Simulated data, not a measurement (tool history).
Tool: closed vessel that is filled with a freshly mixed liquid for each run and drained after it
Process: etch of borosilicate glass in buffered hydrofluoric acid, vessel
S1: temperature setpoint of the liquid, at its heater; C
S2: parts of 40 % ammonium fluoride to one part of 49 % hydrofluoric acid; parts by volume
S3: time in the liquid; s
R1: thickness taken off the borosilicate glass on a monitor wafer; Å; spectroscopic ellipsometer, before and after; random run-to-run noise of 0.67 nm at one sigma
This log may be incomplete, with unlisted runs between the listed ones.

run	hour	S1	S2	S3	R1
1	0	23	15.5	90	642.74
2	1.1	24	15.5	90	684.24
3	7.6	24	15.5	95	719.08
4	12.9	22.5	15.5	95	666.15
5	20.9	23.5	15.5	95	697.65
6	26.1	23.5	15.5	90	663.23

Expected results for the next run?
7	30.5	24.5	15.5	90	?

R1: 705.59 Å

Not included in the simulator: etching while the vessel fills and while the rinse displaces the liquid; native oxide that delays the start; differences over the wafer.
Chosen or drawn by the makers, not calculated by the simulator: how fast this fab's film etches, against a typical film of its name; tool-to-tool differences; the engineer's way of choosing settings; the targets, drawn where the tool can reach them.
